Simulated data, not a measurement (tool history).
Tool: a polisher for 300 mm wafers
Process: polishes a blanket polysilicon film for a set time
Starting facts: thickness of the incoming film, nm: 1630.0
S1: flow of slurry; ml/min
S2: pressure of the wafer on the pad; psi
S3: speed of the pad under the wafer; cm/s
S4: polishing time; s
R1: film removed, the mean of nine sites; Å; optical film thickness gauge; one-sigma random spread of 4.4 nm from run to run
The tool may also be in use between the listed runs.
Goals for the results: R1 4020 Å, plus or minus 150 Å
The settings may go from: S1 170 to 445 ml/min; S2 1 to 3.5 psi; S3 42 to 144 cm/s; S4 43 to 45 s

run	hour	S1	S2	S3	S4	R1
1	0	285	2.2	92	43	3025.1
2	9	285	2.4	92	43	3313.4
3	14.3	285	2.4	92	43	3366.1
4	22.2	235	2.4	92	43	3313.7
5	27.2	235	2.5	92	43	3399
6	29.8	205	2.5	92	43	3346.4
7	36.2	215	2.6	92	43	3500.1
8	37.3	220	2.7	92	43	3642.1
9	44.9	220	2.8	92	43	3840.2

Of the 4 settings listed for the next run, only one would bring every result within its allowed miss of target. Which one?
A	52.5	225	2.8	88	43	?
B	52.5	230	3.1	94	44	?
C	52.5	265	3.1	88	45	?
D	52.5	270	2.6	100	45	?

move	R1
A	3733.3
B	4413.9
C	4364.9
D	4007.3
A: further off than the last run
B: carries the result that was furthest off beyond its target, to the other side
C: carries the result that was furthest off beyond its target, to the other side
D: every result lands within tolerance
The right move is D.

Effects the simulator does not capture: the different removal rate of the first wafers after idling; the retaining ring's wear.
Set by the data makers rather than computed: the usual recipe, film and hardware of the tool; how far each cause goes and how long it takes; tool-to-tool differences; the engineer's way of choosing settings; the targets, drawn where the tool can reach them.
